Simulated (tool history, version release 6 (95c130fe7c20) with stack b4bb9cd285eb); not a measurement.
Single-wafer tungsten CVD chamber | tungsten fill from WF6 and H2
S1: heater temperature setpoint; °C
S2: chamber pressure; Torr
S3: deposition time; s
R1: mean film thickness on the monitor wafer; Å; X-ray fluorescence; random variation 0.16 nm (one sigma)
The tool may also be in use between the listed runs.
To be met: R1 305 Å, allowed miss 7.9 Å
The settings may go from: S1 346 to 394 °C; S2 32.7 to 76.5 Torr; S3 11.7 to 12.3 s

{"run": 1, "hour": 0.0, "S1": 370, "S2": 54.6, "S3": 12.3, "R1": 269.21}
{"run": 2, "hour": 3.3, "S1": 370, "S2": 54.6, "S3": 12.3, "R1": 270.44}
{"run": 3, "hour": 5.4, "S1": 371, "S2": 54.6, "S3": 12.3, "R1": 275.71}
{"run": 4, "hour": 9.4, "S1": 372, "S2": 54.6, "S3": 12.3, "R1": 278.83}
{"run": 5, "hour": 10.8, "S1": 375, "S2": 54.8, "S3": 12.3, "R1": 297.61}
{"run": 6, "hour": 17.3, "S1": 365, "S2": 54.8, "S3": 12.3, "R1": 246.57}
{"run": 7, "hour": 17.9, "S1": 366, "S2": 54.9, "S3": 12.3, "R1": 250.88}
{"run": 8, "hour": 22.0, "S1": 367, "S2": 55, "S3": 12.3, "R1": 255.8}

4 next moves are on the table. One of them brings every result within its allowed miss. Which?
{"run": "A", "hour": 26.1, "S1": 362, "S2": 53.3, "S3": 12, "R1": "?"}
{"run": "B", "hour": 26.1, "S1": 371, "S2": 68.9, "S3": 12.3, "R1": "?"}
{"run": "C", "hour": 26.1, "S1": 381, "S2": 56.5, "S3": 12.3, "R1": "?"}
{"run": "D", "hour": 26.1, "S1": 355, "S2": 58.4, "S3": 11.7, "R1": "?"}

move=A R1=224.31
move=B R1=305.42
move=C R1=335.76
move=D R1=198.95
A: further off than the last run
B: meets every target
C: takes the result that was furthest off past its target
D: further off than the last run
The right move is B.
